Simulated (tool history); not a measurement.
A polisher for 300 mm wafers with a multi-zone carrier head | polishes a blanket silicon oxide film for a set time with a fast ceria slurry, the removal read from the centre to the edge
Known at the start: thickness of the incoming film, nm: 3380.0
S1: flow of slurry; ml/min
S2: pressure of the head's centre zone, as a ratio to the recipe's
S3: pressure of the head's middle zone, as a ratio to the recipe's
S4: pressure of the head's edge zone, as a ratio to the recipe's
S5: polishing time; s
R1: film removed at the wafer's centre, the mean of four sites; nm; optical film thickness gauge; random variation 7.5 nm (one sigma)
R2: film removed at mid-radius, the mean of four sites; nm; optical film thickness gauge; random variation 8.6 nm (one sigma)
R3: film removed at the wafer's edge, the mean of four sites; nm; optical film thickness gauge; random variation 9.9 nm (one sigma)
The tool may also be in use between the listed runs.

Run 1, hour 0: S1 235 ml/min, S2 1, S3 1, S4 1, S5 79 s. Result: R1 1211.4 nm, R2 1146.6 nm, R3 1229.7 nm.
Run 2, hour 4.7: S1 235 ml/min, S2 1, S3 1.01, S4 0.98, S5 76 s. Result: R1 1175.5 nm, R2 1148.2 nm, R3 1186.5 nm.
Run 3, hour 7.4: S1 185 ml/min, S2 1, S3 1.01, S4 0.98, S5 76 s. Result: R1 1150.8 nm, R2 1131.5 nm, R3 1154.8 nm.
Run 4, hour 15.2: S1 185 ml/min, S2 1, S3 1.01, S4 0.95, S5 76 s. Result: R1 1166.9 nm, R2 1129.2 nm, R3 1110.1 nm.
Run 5, hour 18.2: S1 180 ml/min, S2 0.98, S3 1, S4 0.94, S5 74 s. Result: R1 1111.4 nm, R2 1070.4 nm, R3 1129.4 nm.
Run 6, hour 26.2: S1 180 ml/min, S2 0.98, S3 1.01, S4 0.94, S5 71 s. Result: R1 1061.9 nm, R2 1045.4 nm, R3 1059.1 nm.
Run 7, hour 31.3: S1 180 ml/min, S2 0.98, S3 1.01, S4 0.93, S5 69 s. Result: R1 1016.7 nm, R2 1014.1 nm, R3 997.59 nm.
Run 8, hour 32.1: S1 180 ml/min, S2 0.98, S3 1.01, S4 0.92, S5 67 s. Result: R1 1008.3 nm, R2 1010.2 nm, R3 976.39 nm.
Run 9, hour 34.2: S1 180 ml/min, S2 0.98, S3 1.01, S4 0.91, S5 65 s. Result: R1 965.35 nm, R2 953.61 nm, R3 943.53 nm.
Run 10, hour 38.1: S1 180 ml/min, S2 0.98, S3 1.01, S4 0.9, S5 64 s. Result: R1 949.63 nm, R2 933.01 nm, R3 903.54 nm.
Run 11, hour 46.1: S1 180 ml/min, S2 0.97, S3 1.01, S4 0.89, S5 63 s. Result: R1 931.62 nm, R2 924.96 nm, R3 919.03 nm.
Run 12, hour 51.7: S1 180 ml/min, S2 0.97, S3 1.01, S4 0.89, S5 62 s. Result: R1 906.36 nm, R2 916.33 nm, R3 915.27 nm.
Run 13, hour 58.2: S1 180 ml/min, S2 0.97, S3 1.01, S4 0.88, S5 61 s. Result: R1 898.11 nm, R2 880.57 nm, R3 886.55 nm.

Forecast run 14:
Run 14, hour 63.6: S1 180 ml/min, S2 0.97, S3 1.02, S4 0.87, S5 60 s. Result: R1 ?, R2 ?, R3 ?.

R1: 872.34 nm
R2: 885.9 nm
R3: 859.43 nm

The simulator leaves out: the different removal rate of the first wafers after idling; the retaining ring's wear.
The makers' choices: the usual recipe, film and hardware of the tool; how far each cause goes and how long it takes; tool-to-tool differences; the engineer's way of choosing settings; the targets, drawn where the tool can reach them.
